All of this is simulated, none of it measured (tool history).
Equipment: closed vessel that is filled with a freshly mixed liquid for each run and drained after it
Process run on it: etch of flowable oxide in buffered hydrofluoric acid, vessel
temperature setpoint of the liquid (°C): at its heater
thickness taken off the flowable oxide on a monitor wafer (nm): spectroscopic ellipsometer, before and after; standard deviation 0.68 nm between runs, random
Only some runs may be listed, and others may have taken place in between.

run,day,temperature setpoint of the liquid (°C),parts of 40 % ammonium fluoride to one part of 49 % hydrofluoric acid (parts by volume),time in the liquid (s),thickness taken off the flowable oxide on a monitor wafer (nm)
1,0.000,21.0,19.5,30,42.493
2,0.175,21.0,19.5,30,42.020
3,0.325,23.0,17.5,30,53.037
4,0.596,24.5,16.5,30,60.593
5,0.962,25.5,16.0,30,65.691
6,1.133,28.5,16.0,30,76.151

For run 7, what comes out?
7,1.179,28.5,15.0,30,?

thickness taken off the flowable oxide on a monitor wafer (nm): 81.750
